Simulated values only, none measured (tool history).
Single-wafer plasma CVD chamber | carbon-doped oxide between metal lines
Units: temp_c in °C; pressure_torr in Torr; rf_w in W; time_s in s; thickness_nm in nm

run 1 hour=0 | temp_c=365 pressure_torr=4.05 rf_w=545 time_s=30.3 | thickness_nm=155.59
run 2 hour=8.4 | temp_c=366 pressure_torr=3.92 rf_w=520 time_s=30.3 | thickness_nm=150.69
run 3 hour=11.3 | temp_c=366 pressure_torr=3.92 rf_w=490 time_s=30.3 | thickness_nm=144.95
run 4 hour=17 | temp_c=359 pressure_torr=3.92 rf_w=490 time_s=30.3 | thickness_nm=147.44
run 5 hour=18.1 | temp_c=360 pressure_torr=3.82 rf_w=475 time_s=30.3 | thickness_nm=143.75
run 6 hour=23.5 | temp_c=352 pressure_torr=3.82 rf_w=475 time_s=30.3 | thickness_nm=146.4
run 7 hour=27.8 | temp_c=353 pressure_torr=3.72 rf_w=465 time_s=30.3 | thickness_nm=144.08

Run 8 comes next. What will it give?
run 8 hour=28.4 | temp_c=354 pressure_torr=3.64 rf_w=455 time_s=30.3 | thickness_nm=?

thickness_nm: 140.54 nm
